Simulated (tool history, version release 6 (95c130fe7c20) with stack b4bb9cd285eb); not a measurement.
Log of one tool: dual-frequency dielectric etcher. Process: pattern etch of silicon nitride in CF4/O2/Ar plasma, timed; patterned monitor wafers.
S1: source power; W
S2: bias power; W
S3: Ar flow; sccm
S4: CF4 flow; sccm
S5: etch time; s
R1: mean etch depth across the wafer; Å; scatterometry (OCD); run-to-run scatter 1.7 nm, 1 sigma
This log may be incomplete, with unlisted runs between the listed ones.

| run | hour | S1 | S2 | S3 | S4 | S5 | R1 |
|---|---|---|---|---|---|---|---|
| 1 | 0.0 | 530 | 47 | 106 | 97 | 137.0 | 2847.1 |
| 2 | 8.9 | 540 | 47 | 106 | 97 | 137.0 | 2901.7 |
| 3 | 9.8 | 540 | 47 | 88 | 97 | 137.0 | 2977.8 |
| 4 | 11.1 | 550 | 47 | 88 | 97 | 137.0 | 3050.8 |
| 5 | 15.9 | 550 | 40 | 88 | 97 | 137.0 | 2867.3 |
| 6 | 19.7 | 560 | 40 | 88 | 97 | 137.0 | 2911.8 |
| 7 | 26.7 | 570 | 40 | 88 | 97 | 137.0 | 2960.6 |
| 8 | 30.8 | 580 | 40 | 88 | 97 | 137.0 | 3043.6 |
| 9 | 32.4 | 590 | 40 | 88 | 97 | 137.0 | 3063.4 |
| 10 | 41.3 | 600 | 40 | 88 | 97 | 137.0 | 3116.3 |

Run 11 has not been measured yet. What should we expect?
| 11 | 46.2 | 610 | 40 | 88 | 97 | 137.0 | ? |

Run 11 gave R1 3141.4 Å.
